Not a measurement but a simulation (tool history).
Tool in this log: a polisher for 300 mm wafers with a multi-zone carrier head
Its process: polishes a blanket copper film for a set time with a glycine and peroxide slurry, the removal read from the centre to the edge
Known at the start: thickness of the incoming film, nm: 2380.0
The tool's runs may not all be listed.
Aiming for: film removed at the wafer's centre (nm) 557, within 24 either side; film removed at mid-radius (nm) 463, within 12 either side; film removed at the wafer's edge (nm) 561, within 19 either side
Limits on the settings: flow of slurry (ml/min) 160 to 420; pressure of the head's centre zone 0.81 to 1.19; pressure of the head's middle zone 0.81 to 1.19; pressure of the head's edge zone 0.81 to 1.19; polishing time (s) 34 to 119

| run | hour | flow of slurry (ml/min) | pressure of the head's centre zone | pressure of the head's middle zone | pressure of the head's edge zone | polishing time (s) | film removed at the wafer's centre (nm) | film removed at mid-radius (nm) | film removed at the wafer's edge (nm) |
|---|---|---|---|---|---|---|---|---|---|
| 1 | 0 | 270 | 1 | 1 | 1 | 76 | 365.09 | 379.97 | 381.13 |
| 2 | 8.3 | 275 | 1.02 | 0.98 | 1.04 | 81 | 403.85 | 396.4 | 406.6 |
| 3 | 15.7 | 275 | 1.06 | 0.98 | 1.04 | 81 | 432.79 | 397.53 | 421.29 |
| 4 | 16.7 | 250 | 1.06 | 0.96 | 1.07 | 86 | 446.88 | 405.8 | 437.66 |
| 5 | 23.5 | 250 | 1.03 | 0.96 | 1.07 | 86 | 436.77 | 402.42 | 442.65 |
| 6 | 25.3 | 255 | 1.03 | 0.95 | 1.09 | 89 | 460.35 | 412.12 | 455.36 |
| 7 | 33.9 | 235 | 1.03 | 0.95 | 1.11 | 93 | 451.45 | 434.45 | 476.72 |
| 8 | 41.9 | 250 | 1.03 | 0.94 | 1.13 | 95 | 485.3 | 442.98 | 498.94 |
| 9 | 48.8 | 320 | 1.01 | 0.9 | 1.19 | 100 | 511.23 | 457.3 | 544.97 |
| 10 | 52.6 | 320 | 1.01 | 0.9 | 1.19 | 100 | 508.44 | 466.55 | 554.3 |
| 11 | 60.8 | 325 | 1.02 | 0.9 | 1.19 | 100 | 509.14 | 467.35 | 551.58 |

Pick the move, out of 5, that brings all results within their allowed miss; only one does.
| A | 69 | 295 | 1.13 | 0.92 | 1.09 | 99 | ? | ? | ? |
| B | 69 | 380 | 1.03 | 0.83 | 1.09 | 106 | ? | ? | ? |
| C | 69 | 300 | 1.08 | 0.81 | 1.18 | 102 | ? | ? | ? |
| D | 69 | 330 | 1.16 | 0.89 | 1.19 | 101 | ? | ? | ? |
| E | 69 | 295 | 0.94 | 0.84 | 1.09 | 108 | ? | ? | ? |

| move | film removed at the wafer's centre (nm) | film removed at mid-radius (nm) | film removed at the wafer's edge (nm) |
|---|---|---|---|
| A | 558.69 | 463.36 | 514.12 |
| B | 558.82 | 466.79 | 561.16 |
| C | 550.63 | 430.69 | 553.28 |
| D | 592.38 | 464.95 | 553.69 |
| E | 506.02 | 469.35 | 561.46 |
A: meets the target for the result that was furthest off, but another lies outside its allowed miss
B: every result within its allowed miss
C: meets the target for the result that was furthest off, but another lies outside its allowed miss
D: pushes the last run's worst result past its target
E: further off than the last run
Answer: B
